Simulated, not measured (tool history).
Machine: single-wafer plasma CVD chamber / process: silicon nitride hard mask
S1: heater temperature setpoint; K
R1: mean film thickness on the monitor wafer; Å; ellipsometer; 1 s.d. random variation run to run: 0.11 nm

run 1 hour=0.0 | S1=658.15 chamber_pressure_(mTorr)=1560 RF_power_(kW)=0.260 deposition_time_(s)=25.5 | R1=278.79
run 2 hour=2.5 | S1=658.15 chamber_pressure_(mTorr)=1670 RF_power_(kW)=0.265 deposition_time_(s)=25.5 | R1=290.84
run 3 hour=6.5 | S1=658.15 chamber_pressure_(mTorr)=1750 RF_power_(kW)=0.265 deposition_time_(s)=25.5 | R1=294.77
run 4 hour=9.6 | S1=658.15 chamber_pressure_(mTorr)=2010 RF_power_(kW)=0.265 deposition_time_(s)=25.5 | R1=309.69
run 5 hour=14.4 | S1=658.15 chamber_pressure_(mTorr)=2040 RF_power_(kW)=0.265 deposition_time_(s)=25.5 | R1=310.35
run 6 hour=14.9 | S1=658.15 chamber_pressure_(mTorr)=1780 RF_power_(kW)=0.265 deposition_time_(s)=25.5 | R1=296.90

Run 7 has not been measured yet. What should we expect?
-- hour=20.1 thermocouple changed; heater temperature recalibrated
run 7 hour=20.1 | S1=658.15 chamber_pressure_(mTorr)=2090 RF_power_(kW)=0.275 deposition_time_(s)=25.5 | R1=?

{"run 7": {"R1": 319.53}}
